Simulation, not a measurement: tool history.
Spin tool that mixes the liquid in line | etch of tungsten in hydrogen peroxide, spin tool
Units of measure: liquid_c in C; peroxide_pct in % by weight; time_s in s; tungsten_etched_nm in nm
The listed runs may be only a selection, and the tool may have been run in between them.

run 1 hour=0 | liquid_c=46 peroxide_pct=21 time_s=55 | tungsten_etched_nm=126.5
run 2 hour=0.8 | liquid_c=42 peroxide_pct=21 time_s=55 | tungsten_etched_nm=98.925
run 3 hour=4.6 | liquid_c=41.5 peroxide_pct=21 time_s=55 | tungsten_etched_nm=95.327
run 4 hour=7.3 | liquid_c=41.5 peroxide_pct=24 time_s=55 | tungsten_etched_nm=102.89
run 5 hour=12.9 | liquid_c=47 peroxide_pct=24 time_s=55 | tungsten_etched_nm=144.54
run 6 hour=17.2 | liquid_c=45.5 peroxide_pct=24 time_s=55 | tungsten_etched_nm=131.88

Expected results for the next run?
run 7 hour=21.2 | liquid_c=44.5 peroxide_pct=24 time_s=55 | tungsten_etched_nm=?

{"run 7": {"tungsten_etched_nm": 123.34}}
